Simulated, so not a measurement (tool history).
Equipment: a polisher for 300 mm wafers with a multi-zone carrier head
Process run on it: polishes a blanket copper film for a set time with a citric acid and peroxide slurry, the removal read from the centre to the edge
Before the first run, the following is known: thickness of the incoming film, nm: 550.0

run	hour	flow of slurry (ml/min)	pressure of the head's centre zone	pressure of the head's middle zone	pressure of the head's edge zone	abrasive content of the slurry	polishing time (s)	film removed at the wafer's centre (Å)	film removed at mid-radius (Å)	film removed at the wafer's edge (Å)
1	0.0	145	1.00	1.00	1.00	1.00	74	1377.3	1243.5	1248.5
2	1.0	145	1.00	1.00	1.06	1.00	74	1366.5	1246.5	1257.6
3	10.0	145	1.06	1.00	1.06	1.00	74	1431.6	1233.9	1291.5
4	18.5	155	1.07	1.02	1.09	1.15	76	1572.9	1353.9	1370.0
5	24.6	155	1.07	1.02	1.05	1.15	76	1575.2	1325.7	1379.5
6	30.7	155	1.05	1.02	1.08	1.25	79	1659.4	1440.8	1480.7
# hour 37.2: centre zone pressure recalibrated
7	37.2	195	1.04	1.04	1.18	1.35	80	1568.3	1534.1	1632.5

Run 8, settings as shown, results not yet in. Your forecast:
8	41.2	200	1.07	1.05	1.17	1.35	80	?	?	?

{"run 8": {"film removed at the wafer's centre (Å)": 1617.2, "film removed at mid-radius (Å)": 1587.1, "film removed at the wafer's edge (Å)": 1617.6}}
